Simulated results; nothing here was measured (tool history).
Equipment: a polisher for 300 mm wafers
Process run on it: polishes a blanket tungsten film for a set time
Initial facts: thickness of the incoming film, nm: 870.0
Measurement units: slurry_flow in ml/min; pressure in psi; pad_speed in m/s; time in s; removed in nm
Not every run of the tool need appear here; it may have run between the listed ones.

| run | hour | slurry_flow | pressure | pad_speed | slurry_solids | time | removed |
|---|---|---|---|---|---|---|---|
| 1 | 0.0 | 250 | 4.2 | 0.96 | 1.0 | 45 | 197.48 |
| 2 | 3.2 | 250 | 3.7 | 0.92 | 1.0 | 45 | 169.63 |
| 3 | 11.5 | 250 | 4.7 | 0.92 | 1.0 | 45 | 217.48 |
| 4 | 17.5 | 250 | 4.1 | 0.88 | 1.0 | 45 | 184.55 |
| 5 | 26.4 | 250 | 4.1 | 0.88 | 1.0 | 45 | 181.17 |
| 6 | 27.9 | 250 | 4.1 | 0.88 | 0.8 | 45 | 169.90 |
| 7 | 30.8 | 250 | 4.1 | 0.88 | 0.8 | 45 | 167.22 |
|  | 39.4 | head pressure recalibrated |
| 8 | 39.4 | 250 | 4.1 | 0.88 | 0.8 | 45 | 157.54 |
| 9 | 45.5 | 250 | 3.6 | 0.88 | 0.8 | 45 | 140.19 |
| 10 | 52.0 | 250 | 3.3 | 0.88 | 0.8 | 45 | 129.14 |

Run 11 comes next. What will it give?
| 11 | 56.7 | 250 | 3.1 | 0.88 | 0.8 | 45 | ? |

Run 11 came out at removed 119.98 nm.

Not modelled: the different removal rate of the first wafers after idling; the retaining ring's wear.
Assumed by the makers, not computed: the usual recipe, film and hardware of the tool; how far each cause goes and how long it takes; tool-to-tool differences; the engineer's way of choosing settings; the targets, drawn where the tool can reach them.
